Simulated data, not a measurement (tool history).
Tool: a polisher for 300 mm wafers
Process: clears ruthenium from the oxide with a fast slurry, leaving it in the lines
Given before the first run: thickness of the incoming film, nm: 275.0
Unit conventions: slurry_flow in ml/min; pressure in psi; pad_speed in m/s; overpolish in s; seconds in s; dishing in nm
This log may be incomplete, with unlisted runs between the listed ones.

Run 1, hour 0: slurry_flow 205 ml/min, pressure 2.3 psi, pad_speed 0.9 m/s, slurry_solids 1, overpolish 16 s. Result: seconds 85.071 s, dishing 35.151 nm.
Run 2, hour 1.9: slurry_flow 205 ml/min, pressure 2.2 psi, pad_speed 0.88 m/s, slurry_solids 1, overpolish 15 s. Result: seconds 93.212 s, dishing 31.128 nm.
Run 3, hour 9.6: slurry_flow 205 ml/min, pressure 2.1 psi, pad_speed 0.88 m/s, slurry_solids 1, overpolish 14 s. Result: seconds 94.989 s, dishing 28.688 nm.
Run 4, hour 14.4: slurry_flow 250 ml/min, pressure 2.1 psi, pad_speed 0.88 m/s, slurry_solids 1, overpolish 14 s. Result: seconds 94.878 s, dishing 30.059 nm.
Run 5, hour 16.2: slurry_flow 250 ml/min, pressure 2.1 psi, pad_speed 0.88 m/s, slurry_solids 1.1, overpolish 14 s. Result: seconds 92.053 s, dishing 28.544 nm.
Run 6, hour 20.2: slurry_flow 250 ml/min, pressure 2 psi, pad_speed 0.86 m/s, slurry_solids 1.1, overpolish 14 s. Result: seconds 98.187 s, dishing 27.84 nm.
Run 7, hour 25.5: slurry_flow 250 ml/min, pressure 1.9 psi, pad_speed 0.84 m/s, slurry_solids 1.1, overpolish 14 s. Result: seconds 107.27 s, dishing 26.769 nm.

Expected results for the next run?
Run 8, hour 33.6: slurry_flow 250 ml/min, pressure 1.8 psi, pad_speed 0.84 m/s, slurry_solids 1.1, overpolish 13 s. Result: seconds ?, dishing ?.

seconds: 111.88 s
dishing: 24.198 nm

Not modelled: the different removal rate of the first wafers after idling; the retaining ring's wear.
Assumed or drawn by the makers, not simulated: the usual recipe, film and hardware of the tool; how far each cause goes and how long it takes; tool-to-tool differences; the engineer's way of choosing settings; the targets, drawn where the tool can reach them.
